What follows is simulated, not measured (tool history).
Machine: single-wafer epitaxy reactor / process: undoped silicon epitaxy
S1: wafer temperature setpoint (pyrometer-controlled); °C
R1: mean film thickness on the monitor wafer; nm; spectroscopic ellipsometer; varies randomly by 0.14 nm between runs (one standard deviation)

Run 1, hour 0: S1 625 °C, deposition time (s) 232. Result: R1 21.753 nm.
Run 2, hour 7.8: S1 627 °C, deposition time (s) 232. Result: R1 22.756 nm.
Run 3, hour 11.4: S1 628 °C, deposition time (s) 232. Result: R1 23.509 nm.
Run 4, hour 16.1: S1 618 °C, deposition time (s) 232. Result: R1 18.291 nm.
Run 5, hour 23.9: S1 622 °C, deposition time (s) 232. Result: R1 20.289 nm.
Run 6, hour 26: S1 622 °C, deposition time (s) 252. Result: R1 22.043 nm.
Run 7, hour 34.1: S1 624 °C, deposition time (s) 252. Result: R1 23.101 nm.

Run 8 comes next. What will it give?
Run 8, hour 41.1: S1 625 °C, deposition time (s) 252. Result: R1 ?.

{"run 8": {"R1": 23.664}}
